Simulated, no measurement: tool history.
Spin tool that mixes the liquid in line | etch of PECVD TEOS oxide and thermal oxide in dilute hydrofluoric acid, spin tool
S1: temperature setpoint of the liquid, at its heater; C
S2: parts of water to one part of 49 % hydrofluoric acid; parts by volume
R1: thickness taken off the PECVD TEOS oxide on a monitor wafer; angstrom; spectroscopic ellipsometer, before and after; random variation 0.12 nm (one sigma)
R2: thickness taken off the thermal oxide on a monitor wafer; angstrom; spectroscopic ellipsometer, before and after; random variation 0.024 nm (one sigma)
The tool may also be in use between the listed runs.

run 1 hour=0.0 | S1=22.0 S2=45 time_under_the_liquid_(s)=75 | R1=227.55 R2=74.261
run 2 hour=2.1 | S1=22.0 S2=35 time_under_the_liquid_(s)=75 | R1=294.93 R2=96.812
run 3 hour=9.1 | S1=22.0 S2=40 time_under_the_liquid_(s)=75 | R1=253.74 R2=84.288
run 4 hour=13.7 | S1=23.5 S2=40 time_under_the_liquid_(s)=75 | R1=270.22 R2=90.272
run 5 hour=18.2 | S1=23.5 S2=40 time_under_the_liquid_(s)=100 | R1=361.81 R2=120.270
run 6 hour=22.4 | S1=26.5 S2=40 time_under_the_liquid_(s)=100 | R1=414.33 R2=136.140
run 7 hour=28.4 | S1=25.0 S2=45 time_under_the_liquid_(s)=100 | R1=341.80 R2=112.810
run 8 hour=29.7 | S1=24.0 S2=50 time_under_the_liquid_(s)=100 | R1=290.65 R2=96.710
run 9 hour=30.7 | S1=23.0 S2=50 time_under_the_liquid_(s)=100 | R1=280.93 R2=93.241

Run 10 comes next. What will it give?
run 10 hour=31.8 | S1=22.0 S2=50 time_under_the_liquid_(s)=100 | R1=? R2=?

{"run 10": {"R1": 268.8, "R2": 89.409}}
